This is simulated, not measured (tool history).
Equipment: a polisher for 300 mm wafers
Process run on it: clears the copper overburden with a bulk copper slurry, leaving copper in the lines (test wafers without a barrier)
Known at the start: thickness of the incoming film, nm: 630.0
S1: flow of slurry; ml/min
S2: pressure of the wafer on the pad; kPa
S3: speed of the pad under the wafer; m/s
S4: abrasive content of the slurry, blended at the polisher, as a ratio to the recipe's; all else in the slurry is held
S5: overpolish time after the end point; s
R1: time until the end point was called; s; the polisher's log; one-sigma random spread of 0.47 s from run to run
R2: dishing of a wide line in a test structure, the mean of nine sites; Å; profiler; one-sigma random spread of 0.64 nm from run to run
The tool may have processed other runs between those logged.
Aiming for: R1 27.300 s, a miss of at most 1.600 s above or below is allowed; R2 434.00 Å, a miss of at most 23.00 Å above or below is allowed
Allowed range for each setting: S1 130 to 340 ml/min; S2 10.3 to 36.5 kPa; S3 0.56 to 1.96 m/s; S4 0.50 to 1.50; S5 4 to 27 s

run	hour	S1	S2	S3	S4	S5	R1	R2
1	0.0	220	23.4	1.26	1.00	14	46.003	421.60
2	5.1	220	23.4	1.26	0.90	14	45.983	422.18
3	11.9	220	25.5	1.28	0.90	13	41.810	423.96
4	16.3	220	25.5	1.28	0.90	18	42.268	432.96
5	19.4	180	25.5	1.28	0.90	18	44.468	426.05
6	21.8	180	25.5	1.28	1.00	18	44.245	432.02
7	23.2	180	32.4	1.38	0.80	12	33.014	434.85
8	29.7	185	33.1	1.40	0.80	11	32.075	434.45
9	31.1	190	33.8	1.42	0.80	10	31.357	436.35
10	33.4	185	36.5	1.54	0.80	5	26.257	400.77

Of the 4 settings listed for the next run, only one would bring every result within its allowed miss of target. Which one?
A	35.7	205	36.5	1.52	0.65	9	?	?
B	35.7	140	36.5	1.76	0.75	10	?	?
C	35.7	190	34.5	1.54	1.00	4	?	?
D	35.7	210	36.5	1.64	0.90	12	?	?

move	R1	R2
A	28.113	429.27
B	25.222	432.25
C	26.829	381.49
D	24.078	433.41
A: meets every target
B: brings the last run's worst result on target, with another outside its allowed miss
C: lands further from the targets than the last run did
D: brings the last run's worst result on target, with another outside its allowed miss
The right move is A.
